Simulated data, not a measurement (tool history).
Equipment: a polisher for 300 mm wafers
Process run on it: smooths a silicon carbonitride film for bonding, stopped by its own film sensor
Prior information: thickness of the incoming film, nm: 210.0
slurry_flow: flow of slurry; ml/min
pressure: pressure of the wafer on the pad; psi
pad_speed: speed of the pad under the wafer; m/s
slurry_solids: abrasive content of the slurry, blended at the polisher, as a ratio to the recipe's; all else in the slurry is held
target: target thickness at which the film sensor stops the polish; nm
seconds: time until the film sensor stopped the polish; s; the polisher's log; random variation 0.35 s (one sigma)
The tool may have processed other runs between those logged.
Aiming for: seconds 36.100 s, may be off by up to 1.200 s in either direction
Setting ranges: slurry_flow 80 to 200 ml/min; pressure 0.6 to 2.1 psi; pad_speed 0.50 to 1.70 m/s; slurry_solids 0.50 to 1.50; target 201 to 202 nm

| run | hour | slurry_flow | pressure | pad_speed | slurry_solids | target | seconds |
|---|---|---|---|---|---|---|---|
| 1 | 0.0 | 130 | 1.3 | 1.10 | 1.00 | 201 | 39.264 |
| 2 | 4.7 | 130 | 1.3 | 1.10 | 0.90 | 201 | 40.746 |
| 3 | 9.3 | 130 | 1.3 | 0.98 | 0.90 | 201 | 43.498 |
| 4 | 10.6 | 130 | 0.9 | 0.98 | 0.90 | 201 | 62.578 |
| 5 | 18.7 | 130 | 0.9 | 1.10 | 0.90 | 201 | 57.633 |
|  | 24.5 | head pressure recalibrated |
| 6 | 24.5 | 135 | 1.0 | 1.10 | 0.90 | 201 | 57.681 |
| 7 | 30.4 | 125 | 1.0 | 1.10 | 0.90 | 201 | 59.665 |
| 8 | 31.5 | 135 | 1.0 | 1.10 | 0.90 | 201 | 58.250 |
| 9 | 36.4 | 130 | 1.1 | 1.10 | 0.90 | 201 | 52.753 |
| 10 | 41.0 | 135 | 1.2 | 1.10 | 0.90 | 201 | 47.890 |
| 11 | 49.6 | 135 | 1.2 | 1.10 | 0.90 | 201 | 47.220 |
| 12 | 55.5 | 135 | 1.4 | 1.12 | 0.90 | 201 | 40.900 |
| 13 | 62.4 | 130 | 1.4 | 1.12 | 0.90 | 201 | 40.824 |

Consider the 5 candidate settings below. Which is the only one whose results all fall within their allowed miss of target?
| A | 69.3 | 110 | 1.6 | 1.08 | 0.85 | 201 | ? |
| B | 69.3 | 155 | 1.5 | 0.86 | 0.95 | 202 | ? |
| C | 69.3 | 120 | 1.6 | 0.92 | 0.90 | 202 | ? |
| D | 69.3 | 120 | 1.2 | 1.28 | 0.90 | 202 | ? |
| E | 69.3 | 130 | 1.3 | 1.12 | 0.90 | 202 | ? |

| move | seconds |
|---|---|
| A | 38.192 |
| B | 37.504 |
| C | 35.968 |
| D | 39.302 |
| E | 38.831 |
A: better than the last run, though not everything is in spec
B: better than the last run, though not everything is in spec
C: each result inside its tolerance
D: better than the last run, though not everything is in spec
E: better than the last run, though not everything is in spec
Move C is the one to make.
